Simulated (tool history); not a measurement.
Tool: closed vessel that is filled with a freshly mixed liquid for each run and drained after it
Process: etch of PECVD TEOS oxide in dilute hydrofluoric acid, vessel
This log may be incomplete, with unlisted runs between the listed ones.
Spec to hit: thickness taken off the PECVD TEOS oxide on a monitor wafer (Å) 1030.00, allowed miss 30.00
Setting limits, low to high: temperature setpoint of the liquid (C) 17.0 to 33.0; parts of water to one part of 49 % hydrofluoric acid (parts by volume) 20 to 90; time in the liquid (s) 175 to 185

run,hour,temperature setpoint of the liquid (C),parts of water to one part of 49 % hydrofluoric acid (parts by volume),time in the liquid (s),thickness taken off the PECVD TEOS oxide on a monitor wafer (Å)
1,0.0,25.0,50,175,453.28
2,2.3,25.0,50,175,454.31
3,3.2,27.0,45,175,549.99
4,8.8,28.5,40,175,660.96
5,10.9,28.5,55,175,470.89
6,12.1,28.5,40,175,662.87
7,17.0,32.5,25,175,1278.10
# hour 26.3: thermometer replaced
8,26.3,31.5,25,175,1291.90
9,35.5,30.5,25,175,1242.90
10,41.7,29.5,25,175,1187.20
11,46.9,28.5,25,175,1147.30
12,51.4,27.5,25,175,1091.20
13,56.1,27.0,25,175,1078.00

Which of these 5 next moves meets every target?
A,60.8,28.5,25,185,?
B,60.8,32.5,30,175,?
C,60.8,26.0,25,175,?
D,60.8,27.0,25,185,?
E,60.8,28.5,25,175,?

move,thickness taken off the PECVD TEOS oxide on a monitor wafer (Å)
A,1208.70
B,1109.10
C,1031.90
D,1136.80
E,1143.40
A: moves away from the targets compared with the last run
B: moves away from the targets compared with the last run
C: meets every target
D: moves away from the targets compared with the last run
E: moves away from the targets compared with the last run
C meets every target.
